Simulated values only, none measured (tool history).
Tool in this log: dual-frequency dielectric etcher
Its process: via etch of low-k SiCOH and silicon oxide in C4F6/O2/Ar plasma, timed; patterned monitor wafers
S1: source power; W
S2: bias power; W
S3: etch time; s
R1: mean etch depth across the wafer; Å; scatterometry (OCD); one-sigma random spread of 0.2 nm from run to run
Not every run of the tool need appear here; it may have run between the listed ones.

| run | hour | S1 | S2 | S3 | R1 |
|---|---|---|---|---|---|
| 1 | 0 | 380 | 142 | 30 | 626.96 |
| 2 | 2.5 | 380 | 142 | 30 | 627.78 |
| 3 | 7.2 | 320 | 142 | 30 | 587.54 |
| 4 | 15.9 | 320 | 133 | 30 | 570.39 |
| 5 | 19.4 | 390 | 134 | 30 | 619.23 |
| 6 | 25.9 | 340 | 134 | 30 | 588.05 |
| 7 | 27.3 | 420 | 145 | 30 | 658.6 |
| 8 | 32.2 | 450 | 146 | 30 | 675.22 |
| 9 | 36.5 | 480 | 147 | 30 | 697.03 |

Expected results for the next run?
| 10 | 44.1 | 500 | 147 | 30 | ? |

Run 10 yielded R1 708.35 Å.

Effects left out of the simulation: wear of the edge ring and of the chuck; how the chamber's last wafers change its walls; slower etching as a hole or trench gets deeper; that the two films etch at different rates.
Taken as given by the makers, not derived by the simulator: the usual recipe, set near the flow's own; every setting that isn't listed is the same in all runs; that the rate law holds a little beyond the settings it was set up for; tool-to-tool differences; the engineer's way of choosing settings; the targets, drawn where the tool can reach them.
